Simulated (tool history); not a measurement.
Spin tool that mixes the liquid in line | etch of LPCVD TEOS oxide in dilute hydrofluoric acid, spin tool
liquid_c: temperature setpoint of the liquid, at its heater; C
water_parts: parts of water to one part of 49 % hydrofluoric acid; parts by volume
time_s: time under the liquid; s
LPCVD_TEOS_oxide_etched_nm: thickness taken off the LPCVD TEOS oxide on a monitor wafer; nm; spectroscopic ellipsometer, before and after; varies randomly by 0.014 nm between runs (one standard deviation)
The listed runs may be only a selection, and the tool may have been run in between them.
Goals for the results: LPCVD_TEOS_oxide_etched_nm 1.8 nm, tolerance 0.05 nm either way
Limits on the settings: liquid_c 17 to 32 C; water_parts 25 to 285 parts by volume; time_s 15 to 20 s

run  hour  liquid_c  water_parts  time_s  LPCVD_TEOS_oxide_etched_nm
  1     0        24          155      20                      2.2607
  2   8.8        24          125      20                      2.8515
  3  14.6      22.5          130      20                      2.6131
  4  20.8      21.5          135      20                      2.3882
  5  26.7      20.5          140      20                      2.2322
  6  27.8      19.5          145      20                       2.035
  7  28.5        19          145      20                      2.0098
  8  32.2      18.5          145      20                      1.9353

Which single option among these 4 for the next run brings every result within its allowed miss of target? Just one does.
  A  35.9      19.5          175      20                           ?
  B  35.9        20          150      20                           ?
  C  35.9        21          125      15                           ?
  D  35.9      20.5          130      15                           ?

move  LPCVD_TEOS_oxide_etched_nm
   A                      1.6201
   B                      1.9776
   C                      1.9026
   D                      1.7834
A: carries the result that was furthest off beyond its target, to the other side
B: misses by more than the last run did
C: moves toward the targets from the last run without getting all of them in spec
D: in spec on every target
The move that meets every target is D.
